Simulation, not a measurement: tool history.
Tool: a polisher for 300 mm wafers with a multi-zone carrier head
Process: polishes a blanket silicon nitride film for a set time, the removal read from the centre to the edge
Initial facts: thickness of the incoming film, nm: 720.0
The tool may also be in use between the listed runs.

run  hour  flow of slurry (ml/min)  pressure of the head's centre zone  pressure of the head's middle zone  pressure of the head's edge zone  polishing time (s)  film removed at the wafer's centre (Å)  film removed at mid-radius (Å)  film removed at the wafer's edge (Å)
  1     0                      265                                   1                                   1                                 1                  48                                  510.36                          491.56                                 487.7
  2   0.7                      265                                   1                                   1                              1.07                  48                                  505.41                          498.76                                502.68
  3   9.1                      265                                0.96                                   1                              1.07                  48                                  482.91                           497.6                                511.86
  4    14                      265                                0.96                                   1                              1.16                  48                                  489.24                          497.99                                532.23
  5  22.5                      255                                0.99                                0.94                              1.12                  47                                  492.53                          463.61                                512.87
  6  23.2                      255                                0.99                                0.94                              1.12                  35                                  361.63                          341.21                                381.45

Run 7 is up next; what results do you expect?
  7  26.5                      265                                1.03                                0.92                              1.14                  37                                       ?                               ?                                     ?

{"run 7": {"film removed at the wafer's centre (Å)": 396.64, "film removed at mid-radius (Å)": 356.88, "film removed at the wafer's edge (Å)": 404.73}}

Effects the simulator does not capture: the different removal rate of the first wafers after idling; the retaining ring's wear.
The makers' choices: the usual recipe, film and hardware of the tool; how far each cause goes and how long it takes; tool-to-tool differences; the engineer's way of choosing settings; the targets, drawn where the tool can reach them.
